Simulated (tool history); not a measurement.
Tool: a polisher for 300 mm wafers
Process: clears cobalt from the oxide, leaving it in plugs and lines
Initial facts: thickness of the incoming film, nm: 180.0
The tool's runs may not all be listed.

| run | day | flow of slurry (ml/min) | pressure of the wafer on the pad (psi) | speed of the pad under the wafer (m/s) | overpolish time after the end point (s) | time until the end point was called (s) | dishing of a wide line in a test structure (Å) |
|---|---|---|---|---|---|---|---|
| 1 | 0 | 130 | 1.2 | 0.84 | 22 | 83.366 | 382.39 |
| 2 | 0.304 | 145 | 1.2 | 0.84 | 22 | 83.866 | 389.08 |
| 3 | 0.538 | 145 | 1.3 | 0.84 | 22 | 79.034 | 417.54 |
| 4 | 0.592 | 130 | 1.3 | 0.84 | 22 | 79.428 | 406.77 |
| 5 | 0.921 | 130 | 1.5 | 0.84 | 22 | 71.893 | 435.51 |
| 6 | 0.95 | 120 | 1.4 | 0.84 | 19 | 75.569 | 379.8 |
| 7 | 1.162 | 110 | 1.3 | 0.88 | 16 | 79.157 | 328.8 |
| 8 | 1.304 | 105 | 1.3 | 0.9 | 14 | 77.561 | 286.92 |
| 9 | 1.342 | 100 | 1.2 | 0.96 | 12 | 77.39 | 257.33 |

Expected results for the next run?
| 10 | 1.496 | 95 | 1.1 | 1.02 | 11 | ? | ? |

Run 10 gave time until the end point was called (s) 80.752, dishing of a wide line in a test structure (Å) 228.22.
